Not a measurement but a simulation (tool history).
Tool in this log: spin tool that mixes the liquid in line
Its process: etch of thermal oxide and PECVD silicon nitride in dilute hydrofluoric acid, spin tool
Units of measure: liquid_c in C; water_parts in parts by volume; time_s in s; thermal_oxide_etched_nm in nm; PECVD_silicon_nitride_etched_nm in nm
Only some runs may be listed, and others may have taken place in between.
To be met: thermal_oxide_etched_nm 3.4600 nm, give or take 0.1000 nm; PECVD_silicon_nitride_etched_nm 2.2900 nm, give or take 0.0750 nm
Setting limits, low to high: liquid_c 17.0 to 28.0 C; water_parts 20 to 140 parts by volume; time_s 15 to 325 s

run	day	liquid_c	water_parts	time_s	thermal_oxide_etched_nm	PECVD_silicon_nitride_etched_nm
1	0.000	20.0	75	165	10.2080	6.4903
2	0.042	19.5	95	165	7.7321	4.9775
3	0.162	19.0	110	155	6.0523	3.8463
4	0.329	17.0	110	155	5.5195	3.4023
5	0.379	17.5	120	145	4.7968	3.0179
6	0.471	17.0	120	145	4.6824	2.8683
7	0.746	18.0	125	135	4.3390	2.7848
8	0.908	18.0	140	130	3.6914	2.4459

Exactly one of the 5 candidate moves below puts every result within its allowed miss. Which one?
A	1.071	18.5	140	120	?	?
B	1.071	24.0	135	100	?	?
C	1.071	24.0	140	90	?	?
D	1.071	21.5	140	105	?	?
E	1.071	18.5	140	135	?	?

move	thermal_oxide_etched_nm	PECVD_silicon_nitride_etched_nm
A	3.4876	2.2615
B	3.7502	2.7936
C	3.2347	2.4246
D	3.4314	2.4097
E	3.9235	2.5442
A: each result inside its tolerance
B: the biggest miss grows against the last run
C: takes the result that was furthest off past its target
D: puts the biggest miss on target and leaves a different result outside tolerance
E: the biggest miss grows against the last run
A meets every target.

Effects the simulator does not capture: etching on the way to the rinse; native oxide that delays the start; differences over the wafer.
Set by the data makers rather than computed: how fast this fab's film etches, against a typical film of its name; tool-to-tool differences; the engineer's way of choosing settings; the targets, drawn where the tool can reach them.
